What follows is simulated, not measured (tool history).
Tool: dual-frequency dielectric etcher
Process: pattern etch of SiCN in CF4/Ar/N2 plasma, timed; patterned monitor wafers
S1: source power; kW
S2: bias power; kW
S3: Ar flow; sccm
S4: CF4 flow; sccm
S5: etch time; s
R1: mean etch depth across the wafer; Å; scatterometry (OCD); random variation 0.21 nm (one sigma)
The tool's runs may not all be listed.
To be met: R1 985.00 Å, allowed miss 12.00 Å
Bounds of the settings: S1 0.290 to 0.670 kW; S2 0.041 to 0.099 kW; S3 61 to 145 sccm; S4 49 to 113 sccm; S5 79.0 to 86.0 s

{"run": 1, "hour": 0.0, "S1": 0.48, "S2": 0.07, "S3": 103, "S4": 81, "S5": 86.0, "R1": 823.72}
{"run": 2, "hour": 7.9, "S1": 0.5, "S2": 0.07, "S3": 103, "S4": 81, "S5": 86.0, "R1": 851.13}
{"run": 3, "hour": 15.2, "S1": 0.51, "S2": 0.07, "S3": 103, "S4": 81, "S5": 86.0, "R1": 855.16}
{"run": 4, "hour": 20.9, "S1": 0.53, "S2": 0.07, "S3": 103, "S4": 81, "S5": 86.0, "R1": 881.84}
{"run": 5, "hour": 26.9, "S1": 0.58, "S2": 0.07, "S3": 103, "S4": 81, "S5": 86.0, "R1": 945.9}
{"run": 6, "hour": 33.6, "S1": 0.59, "S2": 0.07, "S3": 103, "S4": 81, "S5": 86.0, "R1": 957.18}
{"run": 7, "hour": 38.6, "S1": 0.6, "S2": 0.07, "S3": 103, "S4": 81, "S5": 86.0, "R1": 969.55}
{"run": 8, "hour": 39.6, "S1": 0.6, "S2": 0.07, "S3": 103, "S4": 81, "S5": 86.0, "R1": 965.94}

Which of these 5 next moves meets every target?
{"run": "A", "hour": 40.6, "S1": 0.59, "S2": 0.072, "S3": 112, "S4": 83, "S5": 84.0, "R1": "?"}
{"run": "B", "hour": 40.6, "S1": 0.65, "S2": 0.063, "S3": 82, "S4": 100, "S5": 84.5, "R1": "?"}
{"run": "C", "hour": 40.6, "S1": 0.6, "S2": 0.067, "S3": 83, "S4": 90, "S5": 85.5, "R1": "?"}
{"run": "D", "hour": 40.6, "S1": 0.62, "S2": 0.068, "S3": 109, "S4": 86, "S5": 83.5, "R1": "?"}
{"run": "E", "hour": 40.6, "S1": 0.61, "S2": 0.072, "S3": 94, "S4": 88, "S5": 86.0, "R1": "?"}

move=A R1=937.68
move=B R1=1022.40
move=C R1=984.00
move=D R1=951.02
move=E R1=1015.20
A: further off than the last run
B: takes the result that was furthest off past its target
C: meets every target
D: further off than the last run
E: takes the result that was furthest off past its target
Answer: C
